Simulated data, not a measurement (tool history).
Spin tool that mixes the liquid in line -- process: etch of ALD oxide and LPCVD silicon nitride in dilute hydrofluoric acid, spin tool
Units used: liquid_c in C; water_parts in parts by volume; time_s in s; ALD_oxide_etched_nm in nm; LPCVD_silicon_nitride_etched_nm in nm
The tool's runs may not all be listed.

run,day,liquid_c,water_parts,time_s,ALD_oxide_etched_nm,LPCVD_silicon_nitride_etched_nm
1,0,24,50,140,30.925,1.5555
2,0.212,22.5,50,140,28.865,1.4588
3,0.529,21,50,140,27.826,1.2114
4,0.696,21,55,140,25.146,1.1893
5,0.742,23.5,55,140,27.486,1.4102
6,0.912,22.5,60,140,24.158,1.1644
7,1.275,21,70,140,19.014,0.90765

The next listed run, before its measurement:
8,1.567,20.5,70,140,?,?

Run 8 produced ALD_oxide_etched_nm 18.735 nm, LPCVD_silicon_nitride_etched_nm 0.88923 nm.
